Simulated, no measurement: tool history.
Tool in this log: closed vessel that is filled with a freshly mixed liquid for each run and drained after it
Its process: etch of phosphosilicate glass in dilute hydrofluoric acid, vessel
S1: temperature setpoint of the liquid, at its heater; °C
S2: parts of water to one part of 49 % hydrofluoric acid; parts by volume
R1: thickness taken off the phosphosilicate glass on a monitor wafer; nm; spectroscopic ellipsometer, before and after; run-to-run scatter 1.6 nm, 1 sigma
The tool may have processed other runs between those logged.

Run 1, day 0.000: S1 21.0 °C, S2 165 parts by volume, time in the liquid (s) 140. Result: R1 101.61 nm.
Run 2, day 0.354: S1 22.0 °C, S2 150 parts by volume, time in the liquid (s) 140. Result: R1 118.07 nm.
Run 3, day 0.525: S1 23.0 °C, S2 140 parts by volume, time in the liquid (s) 140. Result: R1 131.63 nm.
Run 4, day 0.717: S1 24.0 °C, S2 130 parts by volume, time in the liquid (s) 140. Result: R1 150.52 nm.
Run 5, day 0.850: S1 21.0 °C, S2 130 parts by volume, time in the liquid (s) 140. Result: R1 134.05 nm.
Run 6, day 1.133: S1 22.0 °C, S2 120 parts by volume, time in the liquid (s) 140. Result: R1 151.59 nm.
Run 7, day 1.442: S1 23.0 °C, S2 115 parts by volume, time in the liquid (s) 140. Result: R1 166.11 nm.
Run 8, day 1.504: S1 27.0 °C, S2 70 parts by volume, time in the liquid (s) 140. Result: R1 338.82 nm.

For run 9, what comes out?
Run 9, day 1.825: S1 26.5 °C, S2 70 parts by volume, time in the liquid (s) 140. Result: R1 ?.

Run 9 gave R1 328.16 nm.
